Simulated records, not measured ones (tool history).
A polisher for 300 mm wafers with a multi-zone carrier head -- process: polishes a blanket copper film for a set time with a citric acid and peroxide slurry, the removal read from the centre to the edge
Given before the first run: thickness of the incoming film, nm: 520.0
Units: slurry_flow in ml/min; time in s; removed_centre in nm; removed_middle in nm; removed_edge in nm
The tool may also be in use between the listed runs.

Run 1, hour 0: slurry_flow 260 ml/min, centre_zone 1, middle_zone 1, edge_zone 1, slurry_solids 1, time 40 s. Result: removed_centre 126.08 nm, removed_middle 128.87 nm, removed_edge 123.03 nm.
Run 2, hour 5.1: slurry_flow 260 ml/min, centre_zone 1, middle_zone 1, edge_zone 1.09, slurry_solids 1, time 40 s. Result: removed_centre 129.05 nm, removed_middle 129.67 nm, removed_edge 127.94 nm.
Run 3, hour 14.1: slurry_flow 255 ml/min, centre_zone 1, middle_zone 0.98, edge_zone 1.08, slurry_solids 0.95, time 39 s. Result: removed_centre 124.26 nm, removed_middle 122.4 nm, removed_edge 123.4 nm.
Run 4, hour 20.1: slurry_flow 250 ml/min, centre_zone 1, middle_zone 0.97, edge_zone 1.07, slurry_solids 0.9, time 38 s. Result: removed_centre 119.28 nm, removed_middle 117.82 nm, removed_edge 118.32 nm.
Run 5, hour 27.1: slurry_flow 250 ml/min, centre_zone 1, middle_zone 0.97, edge_zone 1.03, slurry_solids 0.9, time 38 s. Result: removed_centre 120.07 nm, removed_middle 117.37 nm, removed_edge 116.23 nm.
Run 6, hour 35.2: slurry_flow 250 ml/min, centre_zone 1, middle_zone 1.01, edge_zone 1.03, slurry_solids 0.9, time 38 s. Result: removed_centre 119.47 nm, removed_middle 122.04 nm, removed_edge 118.21 nm.

Run 7, settings as shown, results not yet in. Your forecast:
Run 7, hour 36.2: slurry_flow 200 ml/min, centre_zone 0.93, middle_zone 0.91, edge_zone 1.06, slurry_solids 0.65, time 27 s. Result: removed_centre ?, removed_middle ?, removed_edge ?.

removed_centre: 73.824 nm
removed_middle: 74.907 nm
removed_edge: 79.009 nm

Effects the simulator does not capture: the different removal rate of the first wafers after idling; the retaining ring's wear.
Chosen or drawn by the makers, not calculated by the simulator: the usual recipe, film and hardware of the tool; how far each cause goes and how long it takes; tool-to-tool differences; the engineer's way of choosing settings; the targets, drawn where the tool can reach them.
